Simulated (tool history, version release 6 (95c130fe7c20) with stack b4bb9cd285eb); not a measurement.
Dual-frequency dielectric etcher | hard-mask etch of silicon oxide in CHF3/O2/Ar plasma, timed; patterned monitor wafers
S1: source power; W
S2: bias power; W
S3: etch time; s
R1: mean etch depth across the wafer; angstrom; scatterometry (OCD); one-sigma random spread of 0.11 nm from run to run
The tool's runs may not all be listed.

run,hour,S1,S2,S3,R1
1,0,790,173,11,260.74
2,8.2,760,170,11,254.6
3,11.6,760,170,11,253.98
4,17,740,169,11,251.87
5,19.3,740,194,11,263.88
6,26.6,740,194,11,262.18
# hour 30: wet clean of the chamber
7,30,720,191,11,250.78
8,34.1,720,191,11,250.81
9,41.2,710,190,11,250.44

Predict the results of run 10:
10,45.1,690,189,11,?

{"run 10": {"R1": 246.37}}
